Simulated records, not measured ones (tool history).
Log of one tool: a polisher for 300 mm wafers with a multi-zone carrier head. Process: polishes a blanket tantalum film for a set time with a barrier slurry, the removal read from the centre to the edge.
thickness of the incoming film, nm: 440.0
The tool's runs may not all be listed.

run,hour,flow of slurry (ml/min),pressure of the head's centre zone,pressure of the head's middle zone,pressure of the head's edge zone,abrasive content of the slurry,polishing time (s),film removed at the wafer's centre (nm),film removed at mid-radius (nm),film removed at the wafer's edge (nm)
1,0,275,1,1,1,1,66,104.52,101.22,107.49
2,5.8,275,1,1,1,0.8,66,99.727,98.749,101.79
3,10.2,275,1,1,1,0.8,59,89.33,89.889,92.004
4,13.9,240,1,1,1,0.8,59,88.529,87.551,89.488
5,20.9,235,0.95,0.94,1.02,0.7,57,80.031,75.616,86.05
6,22.6,235,0.91,0.93,1.02,0.65,56,72.094,74.11,84.677
7,25.9,195,0.88,0.83,0.93,0.5,54,62.34,62.7,71.74
8,29.6,205,0.87,0.83,0.95,0.5,54,63.344,62.515,72.927
9,35.9,210,0.86,0.83,0.97,0.5,54,62.781,61.556,75.011
10,43.9,215,0.85,0.84,0.97,0.5,54,62.627,63.365,75.061

The next listed run, before its measurement:
11,45.3,215,0.84,0.84,0.98,0.5,54,?,?,?

film removed at the wafer's centre (nm): 61.169
film removed at mid-radius (nm): 63.871
film removed at the wafer's edge (nm): 74.726
